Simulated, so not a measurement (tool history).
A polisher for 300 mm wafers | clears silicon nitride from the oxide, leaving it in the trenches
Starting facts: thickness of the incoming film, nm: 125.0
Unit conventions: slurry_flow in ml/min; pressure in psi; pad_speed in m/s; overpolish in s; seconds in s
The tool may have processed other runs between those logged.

run,hour,slurry_flow,pressure,pad_speed,overpolish,seconds
1,0.0,165,2.7,0.90,5,131.07
2,4.1,140,2.7,0.90,5,136.49
3,8.2,140,2.7,1.12,5,110.89
4,10.5,140,2.5,1.08,5,121.02
5,18.3,140,2.5,1.08,4,122.83
6,21.8,140,2.3,1.04,4,134.49
7,30.6,140,2.2,1.00,4,139.53
8,34.9,135,2.1,0.96,4,155.29
9,36.6,135,2.1,0.96,4,157.40
10,44.1,135,2.0,0.94,4,163.55

Run 11 has not been measured yet. What should we expect?
11,52.6,135,1.9,0.92,4,?

seconds: 170.15 s

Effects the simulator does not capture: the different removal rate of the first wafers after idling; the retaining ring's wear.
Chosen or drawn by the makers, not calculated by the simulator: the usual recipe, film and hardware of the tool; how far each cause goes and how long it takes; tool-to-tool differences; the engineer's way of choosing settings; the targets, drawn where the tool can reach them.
